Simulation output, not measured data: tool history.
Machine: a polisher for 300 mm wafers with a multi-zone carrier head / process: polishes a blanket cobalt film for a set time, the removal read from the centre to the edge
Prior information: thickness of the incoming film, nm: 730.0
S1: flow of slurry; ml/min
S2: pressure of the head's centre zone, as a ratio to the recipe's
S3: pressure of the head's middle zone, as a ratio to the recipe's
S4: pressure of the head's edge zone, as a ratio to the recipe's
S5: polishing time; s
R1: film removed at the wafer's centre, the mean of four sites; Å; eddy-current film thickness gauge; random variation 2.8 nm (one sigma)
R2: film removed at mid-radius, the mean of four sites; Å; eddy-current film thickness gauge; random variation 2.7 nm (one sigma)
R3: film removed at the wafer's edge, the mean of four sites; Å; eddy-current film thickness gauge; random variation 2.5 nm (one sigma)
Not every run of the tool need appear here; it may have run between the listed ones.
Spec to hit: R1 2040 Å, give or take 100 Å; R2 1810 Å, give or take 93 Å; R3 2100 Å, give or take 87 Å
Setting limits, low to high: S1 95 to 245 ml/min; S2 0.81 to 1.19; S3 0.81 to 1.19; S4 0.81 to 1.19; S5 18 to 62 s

run  hour   S1    S2    S3    S4  S5      R1      R2      R3
  1     0  155     1     1     1  40  2972.6  2943.5  2910.7
  2   2.3  155     1  0.93     1  40  2902.7    2793    2938
  3  10.9  150  1.01  0.91     1  37  2656.8  2566.1  2723.2
  4  14.2  145  1.03  0.89  1.01  35  2588.4  2368.2  2567.6
  5    17  140  1.03  0.87  1.01  33  2500.9  2143.3  2437.1
  6  23.7  135  1.01  0.86     1  32  2223.8  2047.9  2367.2
  7  31.5  135  1.01  0.86     1  32  2322.9  2071.8  2323.4
  8  35.8  115  0.97  0.81  0.97  29    1951  1705.3  2029.6

Below are 5 possible settings for the next run. Only one of them brings all results inside the allowed miss of their targets. Which is it?
  A  40.1  115  0.98  0.87  1.01  28   ?   ?   ?
  B  40.1  105  1.09  0.84   0.9  29   ?   ?   ?
  C  40.1  100  1.07  0.81  0.92  28   ?   ?   ?
  D  40.1  110  0.96  0.97  0.98  28   ?   ?   ?
  E  40.1  120  0.98  0.81  0.95  30   ?   ?   ?

move      R1      R2      R3
   A    1909  1806.7  2009.2
   B  2165.9  1792.2  1952.5
   C  2034.5  1667.2  1895.1
   D  1856.8    1965  1968.2
   E  2059.4  1837.4  2101.6
A: meets the target for the result that was furthest off, but another lies outside its allowed miss
B: meets the target for the result that was furthest off, but another lies outside its allowed miss
C: the biggest miss grows against the last run
D: moves the result that the last run missed by most past its target, out the other side
E: hits every target within its allowed miss
Move E is the one to make.

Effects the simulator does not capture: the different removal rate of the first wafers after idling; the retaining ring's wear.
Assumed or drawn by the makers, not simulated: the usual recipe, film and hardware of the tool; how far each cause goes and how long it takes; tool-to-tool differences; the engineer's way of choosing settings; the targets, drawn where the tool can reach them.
